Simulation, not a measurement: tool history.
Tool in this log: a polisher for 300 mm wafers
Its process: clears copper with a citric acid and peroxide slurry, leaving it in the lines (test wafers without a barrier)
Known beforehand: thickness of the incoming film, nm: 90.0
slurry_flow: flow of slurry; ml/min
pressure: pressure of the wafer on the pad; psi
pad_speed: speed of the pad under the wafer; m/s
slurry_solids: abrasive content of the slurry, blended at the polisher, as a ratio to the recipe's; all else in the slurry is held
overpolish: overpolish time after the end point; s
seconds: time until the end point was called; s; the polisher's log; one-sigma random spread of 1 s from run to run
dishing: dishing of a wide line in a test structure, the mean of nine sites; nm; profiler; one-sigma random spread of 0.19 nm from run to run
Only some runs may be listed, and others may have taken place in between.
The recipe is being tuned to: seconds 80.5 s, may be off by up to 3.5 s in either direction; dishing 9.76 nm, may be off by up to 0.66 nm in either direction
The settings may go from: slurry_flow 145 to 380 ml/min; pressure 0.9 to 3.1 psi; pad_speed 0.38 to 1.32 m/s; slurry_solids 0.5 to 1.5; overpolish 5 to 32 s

| run | hour | slurry_flow | pressure | pad_speed | slurry_solids | overpolish | seconds | dishing |
|---|---|---|---|---|---|---|---|---|
| 1 | 0 | 245 | 2 | 0.84 | 1 | 16 | 62.106 | 14.007 |
| 2 | 5.4 | 285 | 2 | 0.84 | 1 | 16 | 63.638 | 14.145 |
| 3 | 12.5 | 285 | 2 | 0.84 | 0.9 | 16 | 63.543 | 14.565 |
| 4 | 14.3 | 285 | 2 | 0.62 | 0.9 | 16 | 84.76 | 11.22 |
| 5 | 22.2 | 285 | 2 | 0.62 | 0.9 | 20 | 85.012 | 13.356 |
| 6 | 28.3 | 285 | 2 | 0.62 | 0.9 | 18 | 84.808 | 12.486 |
| 7 | 30.5 | 285 | 2 | 0.62 | 0.9 | 17 | 85.097 | 11.557 |
| 8 | 36.3 | 285 | 2 | 0.62 | 0.9 | 16 | 84.118 | 10.899 |
| 9 | 44 | 285 | 2 | 0.62 | 0.9 | 15 | 85.562 | 10.47 |
| 10 | 48.4 | 285 | 2.1 | 0.62 | 0.9 | 14 | 80.33 | 10.668 |

Pick the move, out of 5, that brings all results within their allowed miss; only one does.
| A | 52.8 | 315 | 2 | 0.66 | 0.9 | 13 | ? | ? |
| B | 52.8 | 295 | 1.8 | 0.62 | 0.95 | 18 | ? | ? |
| C | 52.8 | 255 | 2.6 | 0.46 | 0.8 | 18 | ? | ? |
| D | 52.8 | 255 | 1.9 | 0.62 | 0.95 | 18 | ? | ? |
| E | 52.8 | 240 | 2.1 | 0.56 | 0.85 | 15 | ? | ? |

| move | seconds | dishing |
|---|---|---|
| A | 79.614 | 10.029 |
| B | 92.602 | 11.547 |
| C | 91.335 | 11.81 |
| D | 89.228 | 11.915 |
| E | 92.203 | 10.018 |
A: all results in spec
B: misses by more than the last run did
C: misses by more than the last run did
D: misses by more than the last run did
E: brings the last run's worst result on target, with another outside its allowed miss
The right move is A.

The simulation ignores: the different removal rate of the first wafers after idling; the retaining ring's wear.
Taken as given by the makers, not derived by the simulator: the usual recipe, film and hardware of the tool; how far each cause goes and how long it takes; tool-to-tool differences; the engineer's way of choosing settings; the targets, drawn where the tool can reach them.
